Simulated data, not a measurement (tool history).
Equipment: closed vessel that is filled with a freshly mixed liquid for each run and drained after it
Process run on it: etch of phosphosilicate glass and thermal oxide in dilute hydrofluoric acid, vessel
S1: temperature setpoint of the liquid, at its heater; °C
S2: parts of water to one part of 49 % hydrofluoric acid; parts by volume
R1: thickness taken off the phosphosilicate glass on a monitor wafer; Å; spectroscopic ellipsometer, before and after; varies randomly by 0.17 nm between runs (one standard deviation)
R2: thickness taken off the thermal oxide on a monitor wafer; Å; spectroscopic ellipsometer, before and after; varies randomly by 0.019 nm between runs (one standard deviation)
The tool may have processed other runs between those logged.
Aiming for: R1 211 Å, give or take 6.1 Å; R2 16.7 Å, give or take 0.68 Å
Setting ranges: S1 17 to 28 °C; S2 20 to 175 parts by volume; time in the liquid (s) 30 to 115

{"run": 1, "hour": 0.0, "S1": 20, "S2": 95, "time in the liquid (s)": 60, "R1": 366.29, "R2": 29.266}
{"run": 2, "hour": 8.8, "S1": 19, "S2": 105, "time in the liquid (s)": 60, "R1": 321.26, "R2": 24.741}
{"run": 3, "hour": 17.9, "S1": 19, "S2": 120, "time in the liquid (s)": 60, "R1": 275.52, "R2": 21.993}
{"run": 4, "hour": 25.4, "S1": 18.5, "S2": 125, "time in the liquid (s)": 60, "R1": 260.41, "R2": 20.753}
{"run": 5, "hour": 34.4, "S1": 18, "S2": 130, "time in the liquid (s)": 60, "R1": 238.9, "R2": 19.08}
{"run": 6, "hour": 38.8, "S1": 18, "S2": 130, "time in the liquid (s)": 50, "R1": 201.25, "R2": 15.899}
{"run": 7, "hour": 39.8, "S1": 18, "S2": 130, "time in the liquid (s)": 50, "R1": 201.2, "R2": 15.873}
{"run": 8, "hour": 44.9, "S1": 18.5, "S2": 130, "time in the liquid (s)": 50, "R1": 203.83, "R2": 16.247}
{"run": 9, "hour": 47.3, "S1": 19, "S2": 125, "time in the liquid (s)": 50, "R1": 217.52, "R2": 17.78}
{"hour": 49.0, "done": "thermometer replaced"}
{"run": 10, "hour": 49.0, "S1": 18.5, "S2": 125, "time in the liquid (s)": 50, "R1": 194.91, "R2": 15.823}

Below are 4 possible settings for the next run. Only one of them brings all results inside the allowed miss of their targets. Which is it?
{"run": "A", "hour": 50.7, "S1": 23, "S2": 105, "time in the liquid (s)": 40, "R1": "?", "R2": "?"}
{"run": "B", "hour": 50.7, "S1": 24, "S2": 120, "time in the liquid (s)": 45, "R1": "?", "R2": "?"}
{"run": "C", "hour": 50.7, "S1": 19, "S2": 110, "time in the liquid (s)": 45, "R1": "?", "R2": "?"}
{"run": "D", "hour": 50.7, "S1": 18.5, "S2": 120, "time in the liquid (s)": 55, "R1": "?", "R2": "?"}

move=A R1=233.05 R2=18.559
move=B R1=234.42 R2=18.668
move=C R1=211.63 R2=16.853
move=D R1=229.83 R2=18.302
A: takes the biggest miss from the last run beyond its target
B: takes the biggest miss from the last run beyond its target
C: meets every target
D: takes the biggest miss from the last run beyond its target
Go with C: it meets all targets.
